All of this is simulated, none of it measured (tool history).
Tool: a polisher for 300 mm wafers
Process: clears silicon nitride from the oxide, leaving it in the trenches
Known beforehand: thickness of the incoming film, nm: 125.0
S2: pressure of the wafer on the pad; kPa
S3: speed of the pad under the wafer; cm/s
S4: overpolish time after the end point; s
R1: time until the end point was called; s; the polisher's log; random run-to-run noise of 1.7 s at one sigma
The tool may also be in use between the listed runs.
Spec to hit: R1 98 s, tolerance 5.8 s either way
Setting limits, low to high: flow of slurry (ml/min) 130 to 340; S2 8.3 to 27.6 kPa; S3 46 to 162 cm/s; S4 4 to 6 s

{"run": 1, "hour": 0.0, "flow of slurry (ml/min)": 220, "S2": 17.9, "S3": 104, "S4": 6, "R1": 149.13}
{"run": 2, "hour": 6.0, "flow of slurry (ml/min)": 220, "S2": 17.9, "S3": 126, "S4": 6, "R1": 127.53}
{"run": 3, "hour": 7.2, "flow of slurry (ml/min)": 220, "S2": 17.9, "S3": 110, "S4": 6, "R1": 140.02}
{"run": 4, "hour": 14.3, "flow of slurry (ml/min)": 220, "S2": 19.3, "S3": 112, "S4": 6, "R1": 127.59}
{"run": 5, "hour": 19.3, "flow of slurry (ml/min)": 220, "S2": 20, "S3": 112, "S4": 6, "R1": 126.47}
{"run": 6, "hour": 28.0, "flow of slurry (ml/min)": 220, "S2": 20.7, "S3": 112, "S4": 6, "R1": 122.04}
{"run": 7, "hour": 30.9, "flow of slurry (ml/min)": 220, "S2": 21.4, "S3": 112, "S4": 6, "R1": 114.26}
{"run": 8, "hour": 31.6, "flow of slurry (ml/min)": 220, "S2": 22.1, "S3": 112, "S4": 6, "R1": 116.34}
{"run": 9, "hour": 38.0, "flow of slurry (ml/min)": 220, "S2": 22.8, "S3": 112, "S4": 6, "R1": 111.83}

Below are 5 possible settings for the next run. Only one of them brings all results inside the allowed miss of their targets. Which is it?
{"run": "A", "hour": 44.4, "flow of slurry (ml/min)": 230, "S2": 23.4, "S3": 138, "S4": 4, "R1": "?"}
{"run": "B", "hour": 44.4, "flow of slurry (ml/min)": 305, "S2": 23.4, "S3": 120, "S4": 6, "R1": "?"}
{"run": "C", "hour": 44.4, "flow of slurry (ml/min)": 225, "S2": 21.4, "S3": 118, "S4": 4, "R1": "?"}
{"run": "D", "hour": 44.4, "flow of slurry (ml/min)": 230, "S2": 22.1, "S3": 110, "S4": 5, "R1": "?"}
{"run": "E", "hour": 44.4, "flow of slurry (ml/min)": 255, "S2": 22.1, "S3": 112, "S4": 6, "R1": "?"}

move=A R1=86.398
move=B R1=95.852
move=C R1=110.2
move=D R1=113.94
move=E R1=110.63
A: carries the result that was furthest off beyond its target, to the other side
B: every result within its allowed miss
C: gains on the last run, yet a result remains outside its allowed miss
D: moves away from the targets compared with the last run
E: gains on the last run, yet a result remains outside its allowed miss
The right move is B.

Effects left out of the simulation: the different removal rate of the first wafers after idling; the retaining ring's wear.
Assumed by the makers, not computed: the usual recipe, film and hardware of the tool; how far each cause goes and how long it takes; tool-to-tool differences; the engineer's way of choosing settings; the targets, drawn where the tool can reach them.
